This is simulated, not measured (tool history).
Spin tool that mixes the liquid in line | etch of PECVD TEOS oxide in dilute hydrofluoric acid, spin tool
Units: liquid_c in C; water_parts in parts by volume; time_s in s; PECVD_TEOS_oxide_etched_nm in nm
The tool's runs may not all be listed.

run  hour  liquid_c  water_parts  time_s  PECVD_TEOS_oxide_etched_nm
  1   0.0      21.0          110      35                      5.6185
  2   7.3      21.0           75      35                      8.5219
  3  12.9      21.0           75      25                      6.1102
  4  18.0      22.0           75      25                      6.3835
  5  24.1      22.0           55      25                      8.8611
  6  28.7      22.5           55      25                      8.9553
  7  32.2      23.5           55      25                      9.4950

The next listed run, before its measurement:
  8  35.8      24.0           55      25                           ?

{"run 8": {"PECVD_TEOS_oxide_etched_nm": 9.6373}}

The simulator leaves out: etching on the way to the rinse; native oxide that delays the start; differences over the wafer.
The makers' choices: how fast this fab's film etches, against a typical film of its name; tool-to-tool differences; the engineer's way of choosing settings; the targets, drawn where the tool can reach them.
